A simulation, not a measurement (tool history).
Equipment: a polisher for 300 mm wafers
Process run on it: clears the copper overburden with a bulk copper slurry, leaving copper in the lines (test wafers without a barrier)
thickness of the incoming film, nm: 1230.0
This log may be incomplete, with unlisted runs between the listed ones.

| run | hour | flow of slurry (ml/min) | pressure of the wafer on the pad (psi) | speed of the pad under the wafer (cm/s) | abrasive content of the slurry | overpolish time after the end point (s) | time until the end point was called (s) | dishing of a wide line in a test structure (angstrom) |
|---|---|---|---|---|---|---|---|---|
| 1 | 0.0 | 155 | 2.7 | 140 | 1.0 | 9 | 85.347 | 639.08 |
| 2 | 7.8 | 160 | 2.8 | 140 | 1.0 | 9 | 80.543 | 650.35 |
| 3 | 13.8 | 165 | 2.9 | 140 | 1.0 | 9 | 78.003 | 684.39 |
| 4 | 17.1 | 170 | 3.0 | 140 | 1.0 | 9 | 75.480 | 704.89 |
| 5 | 19.4 | 140 | 3.0 | 140 | 1.0 | 9 | 76.144 | 679.60 |
| 6 | 21.4 | 140 | 3.3 | 140 | 1.0 | 9 | 70.503 | 736.62 |
| 7 | 23.4 | 145 | 3.3 | 140 | 1.0 | 9 | 70.512 | 771.10 |

For run 8, what comes out?
| 8 | 32.1 | 145 | 3.3 | 140 | 1.0 | 9 | ? | ? |

time until the end point was called (s): 69.829
dishing of a wide line in a test structure (angstrom): 740.56
